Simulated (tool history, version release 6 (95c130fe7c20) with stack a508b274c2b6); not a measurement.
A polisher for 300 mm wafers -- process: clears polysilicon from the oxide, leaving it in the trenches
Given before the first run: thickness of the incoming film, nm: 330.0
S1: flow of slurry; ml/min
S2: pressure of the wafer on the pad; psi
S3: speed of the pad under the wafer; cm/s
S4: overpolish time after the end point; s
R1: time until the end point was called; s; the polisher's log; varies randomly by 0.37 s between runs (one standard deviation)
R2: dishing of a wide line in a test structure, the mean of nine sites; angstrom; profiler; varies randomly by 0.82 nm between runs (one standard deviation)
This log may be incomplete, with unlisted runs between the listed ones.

| run | day | S1 | S2 | S3 | S4 | R1 | R2 |
|---|---|---|---|---|---|---|---|
| 1 | 0.000 | 165 | 2.8 | 128 | 13 | 16.236 | 399.64 |
| 2 | 0.138 | 160 | 2.4 | 116 | 10 | 20.506 | 373.03 |
| 3 | 0.400 | 160 | 2.4 | 116 | 6 | 20.744 | 355.15 |
| 4 | 0.708 | 160 | 2.4 | 106 | 6 | 22.508 | 330.76 |
| 5 | 0.962 | 155 | 2.1 | 100 | 7 | 26.487 | 336.56 |
| 6 | 1.146 | 150 | 1.9 | 96 | 8 | 30.448 | 334.46 |
| 7 | 1.304 | 145 | 1.7 | 96 | 8 | 34.159 | 325.88 |
| 8 | 1.462 | 135 | 1.6 | 96 | 9 | 36.563 | 310.05 |
| 9 | 1.646 | 135 | 1.6 | 96 | 11 | 35.909 | 338.25 |
| 10 | 1.800 | 125 | 1.3 | 96 | 10 | 44.698 | 322.31 |
| 11 | 1.888 | 135 | 1.3 | 96 | 10 | 43.521 | 311.16 |

Expected results for the next run?
| 12 | 2.221 | 100 | 1.8 | 96 | 12 | ? | ? |

{"run 12": {"R1": 34.263, "R2": 363.23}}
